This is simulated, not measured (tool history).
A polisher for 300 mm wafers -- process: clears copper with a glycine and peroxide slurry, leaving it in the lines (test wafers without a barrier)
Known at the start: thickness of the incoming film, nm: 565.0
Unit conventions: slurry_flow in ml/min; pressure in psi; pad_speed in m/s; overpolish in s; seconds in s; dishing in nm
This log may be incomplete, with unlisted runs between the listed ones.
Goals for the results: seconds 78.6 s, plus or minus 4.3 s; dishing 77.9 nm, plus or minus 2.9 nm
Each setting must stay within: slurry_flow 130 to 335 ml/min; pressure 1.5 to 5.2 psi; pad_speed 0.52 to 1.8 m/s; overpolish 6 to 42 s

run	hour	slurry_flow	pressure	pad_speed	overpolish	seconds	dishing
1	0	215	3.3	1.16	21	87.047	60.41
2	5.6	215	3.3	1.16	14	85.464	48.462
3	14.4	215	3.3	1.16	20	85.932	59.36
4	23.1	215	3.3	1.4	20	73.829	64.868
5	23.9	215	2.9	1.4	20	80.862	61.26
6	25.9	215	2.9	1.4	22	84.124	63.315
7	29.9	215	3	1.4	24	80.549	66.754
8	36.4	215	3	1.4	26	78.173	69.017
9	41.3	215	3	1.4	28	80.884	69.88
10	47.5	215	3	1.4	30	79.55	72.063
11	48.6	215	3	1.4	31	80.997	73.597
12	53.5	215	3	1.4	32	80.118	73.558
13	57.8	215	3	1.4	33	79.827	72.9
14	65.7	215	3	1.4	33	78.841	72.435

Which single option among these 4 for the next run brings every result within its allowed miss of target? Just one does.
A	73.6	205	2.6	1.64	42	?	?
B	73.6	265	2.1	1.7	39	?	?
C	73.6	130	4.1	0.94	35	?	?
D	73.6	220	3.1	1.68	24	?	?

move	seconds	dishing
A	78.892	76.814
B	89.16	72.919
C	93.919	74.361
D	65.415	70.623
A: all results land within tolerance of their targets
B: misses by more than the last run did
C: misses by more than the last run did
D: misses by more than the last run did
The move that meets every target is A.
